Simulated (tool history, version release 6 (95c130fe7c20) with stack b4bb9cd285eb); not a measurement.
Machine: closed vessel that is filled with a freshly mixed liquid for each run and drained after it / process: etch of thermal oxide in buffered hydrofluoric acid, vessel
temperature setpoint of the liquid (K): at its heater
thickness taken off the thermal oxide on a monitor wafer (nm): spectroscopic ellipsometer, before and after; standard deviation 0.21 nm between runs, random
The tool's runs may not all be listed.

run	hour	temperature setpoint of the liquid (K)	parts of 40 % ammonium fluoride to one part of 49 % hydrofluoric acid (parts by volume)	time in the liquid (s)	thickness taken off the thermal oxide on a monitor wafer (nm)
1	0.0	297.15	21.5	30	17.295
2	1.7	294.15	21.5	30	14.512
3	6.5	295.15	20.0	30	16.227
4	13.6	295.15	20.0	30	16.225
5	16.3	295.15	15.5	30	20.890
6	19.1	296.15	15.0	30	22.660
7	24.9	297.15	14.5	30	24.880
8	27.3	298.15	14.5	30	26.453
9	35.1	298.65	14.5	30	27.075
10	39.7	299.15	14.5	30	27.729
11	42.5	299.65	14.5	30	28.349
12	48.9	300.15	14.0	30	30.343
13	56.4	300.65	14.0	30	31.082
14	59.1	301.15	14.0	30	31.729
15	67.3	301.65	14.0	30	32.507

What will run 16 give?
16	75.8	302.15	14.0	30	?

thickness taken off the thermal oxide on a monitor wafer (nm): 33.717
